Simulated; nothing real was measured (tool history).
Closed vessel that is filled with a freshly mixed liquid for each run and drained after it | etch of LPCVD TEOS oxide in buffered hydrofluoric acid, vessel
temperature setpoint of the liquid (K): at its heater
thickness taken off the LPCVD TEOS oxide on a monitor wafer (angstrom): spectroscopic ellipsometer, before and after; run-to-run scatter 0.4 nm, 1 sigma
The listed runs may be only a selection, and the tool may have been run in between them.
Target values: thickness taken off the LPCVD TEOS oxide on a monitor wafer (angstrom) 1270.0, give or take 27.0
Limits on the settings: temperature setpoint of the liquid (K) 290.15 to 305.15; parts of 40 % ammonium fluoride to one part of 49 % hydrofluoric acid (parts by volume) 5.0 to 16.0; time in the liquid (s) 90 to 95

run	hour	temperature setpoint of the liquid (K)	parts of 40 % ammonium fluoride to one part of 49 % hydrofluoric acid (parts by volume)	time in the liquid (s)	thickness taken off the LPCVD TEOS oxide on a monitor wafer (angstrom)
1	0.0	297.15	9.5	90	2329.7
2	3.3	296.65	9.5	90	2284.6
3	9.1	296.65	11.5	90	1928.8
4	9.8	296.65	9.0	90	2340.8
5	15.9	299.15	9.0	90	2691.8
6	22.2	298.15	9.5	90	2456.4
7	26.0	294.15	12.5	90	1542.4
8	26.8	293.65	12.5	90	1507.0
9	34.2	293.15	12.5	90	1458.6
10	40.0	293.15	12.5	90	1454.8

Consider the 4 candidate settings below. Which is the only one whose results all fall within their allowed miss of target?
A	45.8	292.15	13.5	90	?
B	45.8	292.15	10.5	90	?
C	45.8	291.65	14.0	90	?
D	45.8	293.65	11.0	95	?

move	thickness taken off the LPCVD TEOS oxide on a monitor wafer (angstrom)
A	1279.0
B	1635.5
C	1199.8
D	1794.6
A: all results land within tolerance of their targets
B: further off than the last run
C: moves the result that the last run missed by most past its target, out the other side
D: further off than the last run
Correct choice: A, which meets every target
